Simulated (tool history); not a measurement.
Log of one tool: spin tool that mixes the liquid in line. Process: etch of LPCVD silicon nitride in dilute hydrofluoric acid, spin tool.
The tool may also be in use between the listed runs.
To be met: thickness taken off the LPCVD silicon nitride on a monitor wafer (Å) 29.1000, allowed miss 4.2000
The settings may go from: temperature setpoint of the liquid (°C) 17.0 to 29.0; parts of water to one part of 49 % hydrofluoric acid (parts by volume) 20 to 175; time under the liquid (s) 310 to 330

run,day,temperature setpoint of the liquid (°C),parts of water to one part of 49 % hydrofluoric acid (parts by volume),time under the liquid (s),thickness taken off the LPCVD silicon nitride on a monitor wafer (Å)
1,0.000,21.0,95,310,9.7944
2,0.158,22.0,85,315,11.9650
3,0.346,22.0,85,310,12.4170
4,0.425,22.5,80,310,13.5150
5,0.492,22.5,80,310,14.3400
# day 0.525: thermometer replaced
6,0.525,23.5,80,310,16.0410
7,0.725,24.0,80,310,17.0800
8,0.796,24.5,80,310,17.8500
9,1.017,25.0,80,310,17.9170
10,1.225,25.5,80,310,18.3140
11,1.546,26.0,75,310,21.2330
12,1.746,26.5,75,310,21.2720
13,1.958,27.0,75,310,22.7380

Which of these 4 next moves meets every target?
A,2.171,24.0,70,310,?
B,2.171,22.0,75,310,?
C,2.171,27.5,90,330,?
D,2.171,28.0,65,330,?

move,thickness taken off the LPCVD silicon nitride on a monitor wafer (Å)
A,18.5310
B,15.1380
C,19.3540
D,27.6220
A: further off than the last run
B: further off than the last run
C: further off than the last run
D: meets every target
The right move is D.

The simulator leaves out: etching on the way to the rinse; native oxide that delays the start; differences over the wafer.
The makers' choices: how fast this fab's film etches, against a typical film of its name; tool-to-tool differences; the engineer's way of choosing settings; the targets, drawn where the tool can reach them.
